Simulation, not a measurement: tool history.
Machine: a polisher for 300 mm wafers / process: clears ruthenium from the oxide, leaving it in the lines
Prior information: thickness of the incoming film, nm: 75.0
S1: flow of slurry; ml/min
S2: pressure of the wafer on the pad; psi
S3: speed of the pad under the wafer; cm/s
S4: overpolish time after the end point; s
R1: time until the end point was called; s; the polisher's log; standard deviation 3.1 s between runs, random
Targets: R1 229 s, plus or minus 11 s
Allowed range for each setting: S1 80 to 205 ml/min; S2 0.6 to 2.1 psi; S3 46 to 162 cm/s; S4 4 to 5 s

| run | hour | S1 | S2 | S3 | S4 | R1 |
|---|---|---|---|---|---|---|
| 1 | 0 | 135 | 1.3 | 104 | 5 | 119.37 |
| 2 | 0.8 | 135 | 1.2 | 102 | 5 | 130.9 |
| 3 | 4.4 | 135 | 1.1 | 100 | 5 | 146.56 |
| 4 | 12.8 | 135 | 1.1 | 90 | 5 | 163.06 |
| 5 | 14.3 | 135 | 1.1 | 108 | 5 | 135.23 |
| 6 | 18.3 | 135 | 1.1 | 108 | 5 | 136.02 |
| 7 | 21.4 | 135 | 1 | 106 | 5 | 150.3 |
| 8 | 29.6 | 135 | 0.9 | 104 | 5 | 172.49 |
| 9 | 30.6 | 135 | 0.8 | 104 | 5 | 192.95 |

Below are 4 possible settings for the next run. Only one of them brings all results inside the allowed miss of their targets. Which is it?
| A | 31.6 | 120 | 1.1 | 106 | 5 | ? |
| B | 31.6 | 150 | 0.9 | 120 | 5 | ? |
| C | 31.6 | 145 | 0.7 | 98 | 5 | ? |
| D | 31.6 | 110 | 0.8 | 84 | 5 | ? |

| move | R1 |
|---|---|
| A | 141.53 |
| B | 146.15 |
| C | 227.27 |
| D | 244.79 |
A: lands further from the targets than the last run did
B: lands further from the targets than the last run did
C: every result lands within tolerance
D: takes the biggest miss from the last run beyond its target
Move C is the one to make.
